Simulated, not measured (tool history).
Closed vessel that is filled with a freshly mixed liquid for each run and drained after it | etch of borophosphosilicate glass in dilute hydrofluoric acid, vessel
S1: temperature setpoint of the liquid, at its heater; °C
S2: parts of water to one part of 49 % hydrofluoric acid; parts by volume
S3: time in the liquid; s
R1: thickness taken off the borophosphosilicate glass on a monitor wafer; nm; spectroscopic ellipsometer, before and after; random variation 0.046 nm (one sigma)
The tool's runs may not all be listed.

run,hour,S1,S2,S3,R1
1,0.0,23.0,175,40,11.609
2,8.6,23.0,125,40,17.274
3,9.6,23.0,65,40,35.518
4,15.7,22.0,85,40,25.668
5,17.6,24.5,85,40,28.264
6,20.7,24.5,85,40,28.222
7,24.6,20.5,155,40,12.165
8,33.3,20.0,160,40,11.512

Forecast run 9:
9,41.8,19.5,165,40,?

{"run 9": {"R1": 10.877}}

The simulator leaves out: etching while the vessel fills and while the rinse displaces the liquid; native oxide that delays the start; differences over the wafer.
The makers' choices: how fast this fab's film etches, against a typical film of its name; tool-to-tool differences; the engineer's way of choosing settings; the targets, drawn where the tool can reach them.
